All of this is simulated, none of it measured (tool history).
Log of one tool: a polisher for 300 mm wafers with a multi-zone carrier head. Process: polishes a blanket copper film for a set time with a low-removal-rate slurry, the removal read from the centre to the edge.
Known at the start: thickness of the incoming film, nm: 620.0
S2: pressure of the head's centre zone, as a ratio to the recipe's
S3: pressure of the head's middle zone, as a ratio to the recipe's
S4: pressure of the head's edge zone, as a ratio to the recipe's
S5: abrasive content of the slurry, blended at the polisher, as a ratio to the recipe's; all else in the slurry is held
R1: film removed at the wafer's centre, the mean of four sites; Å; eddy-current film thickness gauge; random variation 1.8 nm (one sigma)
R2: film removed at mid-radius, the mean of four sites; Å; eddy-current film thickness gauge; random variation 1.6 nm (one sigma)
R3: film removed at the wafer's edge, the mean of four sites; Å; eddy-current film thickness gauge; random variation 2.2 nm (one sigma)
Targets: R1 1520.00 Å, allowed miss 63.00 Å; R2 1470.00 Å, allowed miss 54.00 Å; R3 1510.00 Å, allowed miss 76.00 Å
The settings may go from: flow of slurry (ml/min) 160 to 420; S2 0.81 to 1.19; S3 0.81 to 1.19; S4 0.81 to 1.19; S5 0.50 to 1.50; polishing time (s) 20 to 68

{"run": 1, "hour": 0.0, "flow of slurry (ml/min)": 270, "S2": 1.0, "S3": 1.0, "S4": 1.0, "S5": 1.0, "polishing time (s)": 44, "R1": 1148.9, "R2": 1117.9, "R3": 1114.3}
{"run": 2, "hour": 0.7, "flow of slurry (ml/min)": 270, "S2": 1.0, "S3": 1.0, "S4": 1.0, "S5": 1.0, "polishing time (s)": 40, "R1": 1035.7, "R2": 1020.0, "R3": 1025.9}
{"run": 3, "hour": 9.7, "flow of slurry (ml/min)": 270, "S2": 1.0, "S3": 1.0, "S4": 0.92, "S5": 1.0, "polishing time (s)": 40, "R1": 1051.7, "R2": 1034.1, "R3": 995.02}
{"run": 4, "hour": 17.7, "flow of slurry (ml/min)": 270, "S2": 1.0, "S3": 1.0, "S4": 0.92, "S5": 0.85, "polishing time (s)": 40, "R1": 1006.1, "R2": 1006.8, "R3": 976.46}
{"hour": 18.8, "done": "worn pad replaced by a new one"}
{"run": 5, "hour": 18.8, "flow of slurry (ml/min)": 270, "S2": 1.0, "S3": 1.0, "S4": 0.92, "S5": 0.85, "polishing time (s)": 30, "R1": 834.54, "R2": 825.46, "R3": 795.86}
{"run": 6, "hour": 24.6, "flow of slurry (ml/min)": 270, "S2": 1.0, "S3": 1.0, "S4": 0.92, "S5": 0.85, "polishing time (s)": 35, "R1": 960.43, "R2": 957.16, "R3": 922.03}
{"run": 7, "hour": 31.7, "flow of slurry (ml/min)": 270, "S2": 1.01, "S3": 1.0, "S4": 0.94, "S5": 0.8, "polishing time (s)": 40, "R1": 1104.4, "R2": 1080.1, "R3": 1045.4}
{"run": 8, "hour": 33.3, "flow of slurry (ml/min)": 270, "S2": 1.06, "S3": 1.05, "S4": 1.04, "S5": 1.05, "polishing time (s)": 47, "R1": 1409.4, "R2": 1341.7, "R3": 1373.7}

4 next moves are on the table. One of them brings every result within its allowed miss. Which?
{"run": "A", "hour": 34.9, "flow of slurry (ml/min)": 300, "S2": 1.12, "S3": 1.02, "S4": 0.95, "S5": 1.05, "polishing time (s)": 47, "R1": "?", "R2": "?", "R3": "?"}
{"run": "B", "hour": 34.9, "flow of slurry (ml/min)": 275, "S2": 1.06, "S3": 1.07, "S4": 1.13, "S5": 0.95, "polishing time (s)": 51, "R1": "?", "R2": "?", "R3": "?"}
{"run": "C", "hour": 34.9, "flow of slurry (ml/min)": 255, "S2": 1.09, "S3": 1.0, "S4": 1.0, "S5": 0.95, "polishing time (s)": 50, "R1": "?", "R2": "?", "R3": "?"}
{"run": "D", "hour": 34.9, "flow of slurry (ml/min)": 300, "S2": 0.99, "S3": 1.15, "S4": 1.07, "S5": 1.0, "polishing time (s)": 47, "R1": "?", "R2": "?", "R3": "?"}

move=A R1=1524.90 R2=1365.70 R3=1268.10
move=B R1=1529.50 R2=1496.90 R3=1461.80
move=C R1=1526.10 R2=1389.40 R3=1344.30
move=D R1=1339.10 R2=1473.90 R3=1329.30
A: further off than the last run
B: meets every target
C: nearer than the last run, and not there yet
D: brings the result that was furthest off to its target, and leaves another outside
Answer: B
